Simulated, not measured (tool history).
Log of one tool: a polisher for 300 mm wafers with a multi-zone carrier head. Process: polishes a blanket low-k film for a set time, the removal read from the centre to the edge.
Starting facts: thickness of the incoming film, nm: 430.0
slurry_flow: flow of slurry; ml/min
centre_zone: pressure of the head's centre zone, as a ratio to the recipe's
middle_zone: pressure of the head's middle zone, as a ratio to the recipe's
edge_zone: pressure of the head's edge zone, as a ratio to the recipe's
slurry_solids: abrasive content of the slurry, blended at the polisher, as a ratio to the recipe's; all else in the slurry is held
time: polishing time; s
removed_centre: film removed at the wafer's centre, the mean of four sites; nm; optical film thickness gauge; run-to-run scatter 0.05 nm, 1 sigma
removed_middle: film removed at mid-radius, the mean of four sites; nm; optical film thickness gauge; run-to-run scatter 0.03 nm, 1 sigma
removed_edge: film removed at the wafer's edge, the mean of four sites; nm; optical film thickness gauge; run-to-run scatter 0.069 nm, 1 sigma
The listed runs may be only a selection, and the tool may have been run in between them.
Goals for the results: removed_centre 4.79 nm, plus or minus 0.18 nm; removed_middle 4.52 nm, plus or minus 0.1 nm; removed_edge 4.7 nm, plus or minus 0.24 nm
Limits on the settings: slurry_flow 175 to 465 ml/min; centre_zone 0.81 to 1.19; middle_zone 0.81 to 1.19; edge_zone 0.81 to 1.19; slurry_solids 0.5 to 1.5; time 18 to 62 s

{"run": 1, "hour": 0.0, "slurry_flow": 295, "centre_zone": 1, "middle_zone": 1, "edge_zone": 1, "slurry_solids": 1, "time": 40, "removed_centre": 9.3133, "removed_middle": 9.4343, "removed_edge": 8.7073}
{"run": 2, "hour": 1.5, "slurry_flow": 295, "centre_zone": 1.07, "middle_zone": 1, "edge_zone": 1, "slurry_solids": 1, "time": 40, "removed_centre": 10.239, "removed_middle": 9.2739, "removed_edge": 8.8084}
{"run": 3, "hour": 2.3, "slurry_flow": 295, "centre_zone": 1.07, "middle_zone": 1, "edge_zone": 1, "slurry_solids": 1, "time": 49, "removed_centre": 12.433, "removed_middle": 11.342, "removed_edge": 10.809}
{"run": 4, "hour": 6.1, "slurry_flow": 295, "centre_zone": 1.07, "middle_zone": 1, "edge_zone": 1, "slurry_solids": 1, "time": 59, "removed_centre": 14.993, "removed_middle": 13.892, "removed_edge": 12.993}
{"run": 5, "hour": 14.0, "slurry_flow": 290, "centre_zone": 1.05, "middle_zone": 0.98, "edge_zone": 0.99, "slurry_solids": 0.95, "time": 55, "removed_centre": 13.661, "removed_middle": 12.512, "removed_edge": 11.826}
{"run": 6, "hour": 19.4, "slurry_flow": 290, "centre_zone": 1.05, "middle_zone": 0.92, "edge_zone": 0.99, "slurry_solids": 0.95, "time": 55, "removed_centre": 13.334, "removed_middle": 11.909, "removed_edge": 11.728}
{"run": 7, "hour": 25.7, "slurry_flow": 285, "centre_zone": 1.03, "middle_zone": 0.91, "edge_zone": 0.99, "slurry_solids": 0.9, "time": 51, "removed_centre": 11.94, "removed_middle": 10.725, "removed_edge": 10.633}
{"run": 8, "hour": 34.0, "slurry_flow": 280, "centre_zone": 1.02, "middle_zone": 0.9, "edge_zone": 0.99, "slurry_solids": 0.85, "time": 47, "removed_centre": 10.598, "removed_middle": 9.5002, "removed_edge": 9.6174}
{"run": 9, "hour": 37.9, "slurry_flow": 275, "centre_zone": 1.01, "middle_zone": 0.89, "edge_zone": 0.98, "slurry_solids": 0.8, "time": 44, "removed_centre": 9.5713, "removed_middle": 8.702, "removed_edge": 8.6516}
{"run": 10, "hour": 39.9, "slurry_flow": 235, "centre_zone": 0.94, "middle_zone": 0.81, "edge_zone": 1.08, "slurry_solids": 0.55, "time": 33, "removed_centre": 5.5743, "removed_middle": 5.2182, "removed_edge": 5.6571}
{"run": 11, "hour": 47.8, "slurry_flow": 235, "centre_zone": 0.94, "middle_zone": 0.81, "edge_zone": 1.07, "slurry_solids": 0.55, "time": 32, "removed_centre": 5.3868, "removed_middle": 4.963, "removed_edge": 5.6655}
{"run": 12, "hour": 48.9, "slurry_flow": 235, "centre_zone": 0.94, "middle_zone": 0.81, "edge_zone": 1.07, "slurry_solids": 0.55, "time": 32, "removed_centre": 5.4161, "removed_middle": 4.9899, "removed_edge": 5.5263}
{"run": 13, "hour": 54.0, "slurry_flow": 235, "centre_zone": 0.94, "middle_zone": 0.81, "edge_zone": 1.05, "slurry_solids": 0.55, "time": 32, "removed_centre": 5.4148, "removed_middle": 4.9904, "removed_edge": 5.367}
{"run": 14, "hour": 57.9, "slurry_flow": 230, "centre_zone": 0.94, "middle_zone": 0.81, "edge_zone": 1.05, "slurry_solids": 0.55, "time": 32, "removed_centre": 5.405, "removed_middle": 4.955, "removed_edge": 5.4221}
{"run": 15, "hour": 63.1, "slurry_flow": 225, "centre_zone": 0.93, "middle_zone": 0.81, "edge_zone": 1.04, "slurry_solids": 0.55, "time": 32, "removed_centre": 5.331, "removed_middle": 4.9477, "removed_edge": 5.4649}
{"run": 16, "hour": 71.2, "slurry_flow": 230, "centre_zone": 0.93, "middle_zone": 0.81, "edge_zone": 1.02, "slurry_solids": 0.55, "time": 32, "removed_centre": 5.3909, "removed_middle": 4.9193, "removed_edge": 5.5188}
{"run": 17, "hour": 79.4, "slurry_flow": 230, "centre_zone": 0.93, "middle_zone": 0.82, "edge_zone": 1.02, "slurry_solids": 0.55, "time": 31, "removed_centre": 5.1323, "removed_middle": 4.8833, "removed_edge": 5.2335}
{"run": 18, "hour": 82.7, "slurry_flow": 215, "centre_zone": 0.94, "middle_zone": 0.81, "edge_zone": 0.95, "slurry_solids": 0.5, "time": 29, "removed_centre": 4.7148, "removed_middle": 4.2952, "removed_edge": 4.6836}
{"run": 19, "hour": 86.9, "slurry_flow": 220, "centre_zone": 0.94, "middle_zone": 0.81, "edge_zone": 0.95, "slurry_solids": 0.5, "time": 29, "removed_centre": 4.6664, "removed_middle": 4.2896, "removed_edge": 4.7237}
{"run": 20, "hour": 95.6, "slurry_flow": 225, "centre_zone": 0.94, "middle_zone": 0.82, "edge_zone": 0.95, "slurry_solids": 0.5, "time": 29, "removed_centre": 4.6876, "removed_middle": 4.3878, "removed_edge": 4.7078}
{"hour": 104.1, "done": "edge zone pressure recalibrated"}
{"run": 21, "hour": 104.1, "slurry_flow": 230, "centre_zone": 0.94, "middle_zone": 0.82, "edge_zone": 0.95, "slurry_solids": 0.5, "time": 29, "removed_centre": 4.667, "removed_middle": 4.4336, "removed_edge": 4.89}
{"run": 22, "hour": 110.6, "slurry_flow": 225, "centre_zone": 0.95, "middle_zone": 0.83, "edge_zone": 0.95, "slurry_solids": 0.5, "time": 29, "removed_centre": 4.6422, "removed_middle": 4.3568, "removed_edge": 4.8573}
{"run": 23, "hour": 115.3, "slurry_flow": 225, "centre_zone": 0.94, "middle_zone": 0.83, "edge_zone": 0.94, "slurry_solids": 0.5, "time": 29, "removed_centre": 4.6673, "removed_middle": 4.3862, "removed_edge": 4.7601}

Exactly one of the 4 candidate moves below puts every result within its allowed miss. Which one?
{"run": "A", "hour": 120.0, "slurry_flow": 230, "centre_zone": 0.97, "middle_zone": 0.87, "edge_zone": 0.87, "slurry_solids": 0.65, "time": 26, "removed_centre": "?", "removed_middle": "?", "removed_edge": "?"}
{"run": "B", "hour": 120.0, "slurry_flow": 190, "centre_zone": 0.92, "middle_zone": 0.94, "edge_zone": 0.94, "slurry_solids": 0.6, "time": 27, "removed_centre": "?", "removed_middle": "?", "removed_edge": "?"}
{"run": "C", "hour": 120.0, "slurry_flow": 180, "centre_zone": 0.93, "middle_zone": 0.93, "edge_zone": 1.02, "slurry_solids": 0.65, "time": 25, "removed_centre": "?", "removed_middle": "?", "removed_edge": "?"}
{"run": "D", "hour": 120.0, "slurry_flow": 205, "centre_zone": 1.08, "middle_zone": 0.91, "edge_zone": 0.93, "slurry_solids": 0.55, "time": 26, "removed_centre": "?", "removed_middle": "?", "removed_edge": "?"}

move=A removed_centre=4.8811 removed_middle=4.5727 removed_edge=4.6059
move=B removed_centre=4.5437 removed_middle=4.7368 removed_edge=4.6572
move=C removed_centre=4.3731 removed_middle=4.4801 removed_edge=4.5611
move=D removed_centre=4.9956 removed_middle=4.3287 removed_edge=4.3312
A: meets every target
B: carries the result that was furthest off beyond its target, to the other side
C: the furthest-off result lands on target, but another misses its tolerance
D: further off than the last run
Answer: A

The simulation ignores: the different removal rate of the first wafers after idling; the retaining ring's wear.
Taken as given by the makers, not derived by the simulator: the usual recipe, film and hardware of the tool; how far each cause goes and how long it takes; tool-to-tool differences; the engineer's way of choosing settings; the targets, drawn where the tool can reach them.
